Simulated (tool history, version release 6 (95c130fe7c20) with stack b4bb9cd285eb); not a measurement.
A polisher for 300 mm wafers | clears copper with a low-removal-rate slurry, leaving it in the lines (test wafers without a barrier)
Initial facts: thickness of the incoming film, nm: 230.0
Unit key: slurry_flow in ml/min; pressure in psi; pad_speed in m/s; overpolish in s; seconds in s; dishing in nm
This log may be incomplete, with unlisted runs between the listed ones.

| run | hour | slurry_flow | pressure | pad_speed | slurry_solids | overpolish | seconds | dishing |
|---|---|---|---|---|---|---|---|---|
| 1 | 0 | 160 | 2.3 | 1.38 | 1 | 27 | 58.748 | 68.511 |
| 2 | 3 | 160 | 2.3 | 1.38 | 1 | 24 | 59.475 | 64.109 |
| 3 | 4 | 160 | 2.3 | 1.38 | 1.15 | 24 | 59.38 | 64.777 |
| 4 | 6.7 | 160 | 2.3 | 1.38 | 1.35 | 24 | 56.495 | 68.491 |
| 5 | 14.5 | 160 | 2.3 | 1.38 | 1.35 | 19 | 56.374 | 55.727 |
| 6 | 16.4 | 145 | 2.3 | 1.38 | 1.35 | 19 | 56.259 | 54.905 |

Expected results for the next run?
| 7 | 22.2 | 145 | 2.2 | 1.38 | 1.35 | 18 | ? | ? |

{"run 7": {"seconds": 60.04, "dishing": 50.337}}
